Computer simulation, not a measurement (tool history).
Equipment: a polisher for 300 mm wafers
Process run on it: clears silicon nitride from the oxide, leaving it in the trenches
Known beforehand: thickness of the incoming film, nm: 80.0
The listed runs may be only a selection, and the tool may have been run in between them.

run,day,flow of slurry (ml/min),pressure of the wafer on the pad (kPa),speed of the pad under the wafer (cm/s),overpolish time after the end point (s),time until the end point was called (s)
1,0,255,24.1,82,9,86.058
2,0.342,255,24.1,100,9,69.748
3,0.621,255,21.4,98,9,81.034
4,0.804,255,16.5,98,9,103.59
5,0.858,210,16.5,98,9,105.45
6,0.992,210,16.5,108,9,98.712
7,1.108,205,15.2,108,9,105.58
8,1.238,200,14.5,108,9,111.29
9,1.292,200,14.5,108,9,109.06
10,1.45,200,13.8,108,9,114.09
11,1.804,200,13.1,108,9,121.94

The next listed run, before its measurement:
12,2,200,12.4,108,9,?

{"run 12": {"time until the end point was called (s)": 125.64}}
